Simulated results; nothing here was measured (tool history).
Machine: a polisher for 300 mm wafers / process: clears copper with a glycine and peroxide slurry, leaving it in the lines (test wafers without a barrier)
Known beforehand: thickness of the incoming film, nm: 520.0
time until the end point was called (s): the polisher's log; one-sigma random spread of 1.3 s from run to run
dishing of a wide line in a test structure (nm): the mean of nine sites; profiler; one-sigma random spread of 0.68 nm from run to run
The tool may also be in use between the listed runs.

run	hour	flow of slurry (ml/min)	pressure of the wafer on the pad (psi)	speed of the pad under the wafer (cm/s)	overpolish time after the end point (s)	time until the end point was called (s)	dishing of a wide line in a test structure (nm)
1	0	175	2.6	118	16	65.388	64.208
2	1.9	175	2.6	118	23	64.951	81.223
3	4.7	175	2.5	118	21	68.903	76.238
4	7.3	175	2.5	118	27	70.147	87.967
5	9.9	175	2.5	118	22	67.265	76.598
6	11.3	175	2.5	148	22	57.304	85.33

Run 7, settings as shown, results not yet in. Your forecast:
7	19.9	175	2.4	148	20	?	?

Run 7 produced time until the end point was called (s) 58.132, dishing of a wide line in a test structure (nm) 78.732.

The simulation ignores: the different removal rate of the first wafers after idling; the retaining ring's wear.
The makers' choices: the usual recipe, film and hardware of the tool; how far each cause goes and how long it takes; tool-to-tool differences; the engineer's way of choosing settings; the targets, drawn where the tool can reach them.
